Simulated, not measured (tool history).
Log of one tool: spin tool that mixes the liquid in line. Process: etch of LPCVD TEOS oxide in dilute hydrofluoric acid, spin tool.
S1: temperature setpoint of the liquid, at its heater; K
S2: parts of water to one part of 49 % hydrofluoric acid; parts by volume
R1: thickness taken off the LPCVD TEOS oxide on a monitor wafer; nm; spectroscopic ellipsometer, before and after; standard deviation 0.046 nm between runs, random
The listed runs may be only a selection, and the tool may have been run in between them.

run 1 hour=0.0 | S1=293.15 S2=150 time_under_the_liquid_(s)=15 | R1=3.9045
run 2 hour=6.5 | S1=293.15 S2=150 time_under_the_liquid_(s)=15 | R1=3.8811
run 3 hour=11.8 | S1=290.15 S2=150 time_under_the_liquid_(s)=15 | R1=3.4925
run 4 hour=19.0 | S1=290.15 S2=150 time_under_the_liquid_(s)=15 | R1=3.5068
run 5 hour=21.2 | S1=290.15 S2=150 time_under_the_liquid_(s)=15 | R1=3.5072
run 6 hour=22.9 | S1=292.15 S2=150 time_under_the_liquid_(s)=15 | R1=3.6869

The next listed run, before its measurement:
run 7 hour=28.4 | S1=293.65 S2=150 time_under_the_liquid_(s)=15 | R1=?

{"run 7": {"R1": 3.9771}}
